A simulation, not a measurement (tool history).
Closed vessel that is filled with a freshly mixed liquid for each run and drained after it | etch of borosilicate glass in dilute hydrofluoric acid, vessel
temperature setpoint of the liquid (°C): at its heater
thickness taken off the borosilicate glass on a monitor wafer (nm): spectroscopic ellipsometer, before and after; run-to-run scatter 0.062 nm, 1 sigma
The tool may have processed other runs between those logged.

run    day  temperature setpoint of the liquid (°C)  parts of water to one part of 49 % hydrofluoric acid (parts by volume)  time in the liquid (s)  thickness taken off the borosilicate glass on a monitor wafer (nm)
  1  0.000                                     24.0                                                                     135                     155                                                              18.855
  2  0.146                                     22.5                                                                     135                     155                                                              17.808
  3  0.371                                     21.0                                                                     135                     155                                                              16.582
  4  0.512                                     21.0                                                                      90                     155                                                              26.269
  5  0.875                                     23.5                                                                      90                     155                                                              28.923
     1.196  -- thermometer replaced
  6  1.196                                     21.0                                                                      90                     155                                                              28.113
  7  1.258                                     20.0                                                                     100                     155                                                              24.011
  8  1.354                                     19.5                                                                     110                     155                                                              21.207
  9  1.688                                     19.0                                                                     115                     155                                                              19.638

Run 10 comes next. What will it give?
 10  1.746                                     18.5                                                                     120                     155                                                                   ?

Run 10 produced thickness taken off the borosilicate glass on a monitor wafer (nm) 18.426.
